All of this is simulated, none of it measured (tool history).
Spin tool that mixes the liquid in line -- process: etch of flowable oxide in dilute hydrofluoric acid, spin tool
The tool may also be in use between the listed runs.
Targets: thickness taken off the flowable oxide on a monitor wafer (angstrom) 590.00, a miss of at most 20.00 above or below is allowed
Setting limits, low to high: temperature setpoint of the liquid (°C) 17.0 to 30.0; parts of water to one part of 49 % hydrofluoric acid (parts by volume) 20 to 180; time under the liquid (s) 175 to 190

| run | hour | temperature setpoint of the liquid (°C) | parts of water to one part of 49 % hydrofluoric acid (parts by volume) | time under the liquid (s) | thickness taken off the flowable oxide on a monitor wafer (angstrom) |
|---|---|---|---|---|---|
| 1 | 0.0 | 22.0 | 100 | 175 | 422.41 |
| 2 | 5.6 | 22.0 | 100 | 175 | 423.09 |
| 3 | 13.9 | 22.0 | 65 | 175 | 682.19 |
| 4 | 18.1 | 21.5 | 65 | 175 | 668.92 |
| 5 | 26.0 | 21.5 | 80 | 175 | 532.87 |
| 6 | 27.3 | 22.0 | 80 | 175 | 548.12 |
| 7 | 28.9 | 22.5 | 80 | 175 | 553.06 |
| 8 | 37.7 | 23.0 | 80 | 175 | 567.72 |

Exactly one of the 5 candidate moves below puts every result within its allowed miss. Which one?
| A | 46.5 | 28.0 | 100 | 190 | ? |
| B | 46.5 | 22.0 | 80 | 175 | ? |
| C | 46.5 | 21.0 | 85 | 190 | ? |
| D | 46.5 | 20.5 | 75 | 175 | ? |
| E | 46.5 | 24.0 | 85 | 175 | ? |

| move | thickness taken off the flowable oxide on a monitor wafer (angstrom) |
|---|---|
| A | 586.80 |
| B | 546.66 |
| C | 532.98 |
| D | 551.40 |
| E | 554.46 |
A: in spec on every target
B: further off than the last run
C: further off than the last run
D: further off than the last run
E: further off than the last run
Move A is the one to make.
